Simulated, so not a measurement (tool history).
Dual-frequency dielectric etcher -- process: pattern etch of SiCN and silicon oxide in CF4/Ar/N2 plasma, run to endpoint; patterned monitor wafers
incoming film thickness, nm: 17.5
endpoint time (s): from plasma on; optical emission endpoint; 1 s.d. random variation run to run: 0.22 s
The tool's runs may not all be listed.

Run 1, hour 0: source power (kW) 0.46, bias power (kW) 0.084, Ar flow (sccm) 138, CF4 flow (sccm) 47. Result: endpoint time (s) 21.5.
Run 2, hour 1: source power (kW) 0.41, bias power (kW) 0.077, Ar flow (sccm) 143, CF4 flow (sccm) 46. Result: endpoint time (s) 25.244.
Run 3, hour 6: source power (kW) 0.38, bias power (kW) 0.074, Ar flow (sccm) 144, CF4 flow (sccm) 46. Result: endpoint time (s) 27.497.
Run 4, hour 7.6: source power (kW) 0.38, bias power (kW) 0.074, Ar flow (sccm) 144, CF4 flow (sccm) 42. Result: endpoint time (s) 27.676.
Run 5, hour 14.4: source power (kW) 0.35, bias power (kW) 0.072, Ar flow (sccm) 145, CF4 flow (sccm) 42. Result: endpoint time (s) 30.325.
Run 6, hour 20.9: source power (kW) 0.35, bias power (kW) 0.072, Ar flow (sccm) 125, CF4 flow (sccm) 42. Result: endpoint time (s) 29.522.
Run 7, hour 27.9: source power (kW) 0.33, bias power (kW) 0.07, Ar flow (sccm) 126, CF4 flow (sccm) 42. Result: endpoint time (s) 31.553.
Run 8, hour 29: source power (kW) 0.32, bias power (kW) 0.069, Ar flow (sccm) 126, CF4 flow (sccm) 42. Result: endpoint time (s) 33.2.
Run 9, hour 35.5: source power (kW) 0.31, bias power (kW) 0.069, Ar flow (sccm) 126, CF4 flow (sccm) 42. Result: endpoint time (s) 33.769.
Run 10, hour 36.5: source power (kW) 0.3, bias power (kW) 0.069, Ar flow (sccm) 126, CF4 flow (sccm) 42. Result: endpoint time (s) 34.723.

For run 11, what comes out?
Run 11, hour 44.1: source power (kW) 0.29, bias power (kW) 0.069, Ar flow (sccm) 126, CF4 flow (sccm) 42. Result: endpoint time (s) ?.

Run 11 gave endpoint time (s) 35.735.
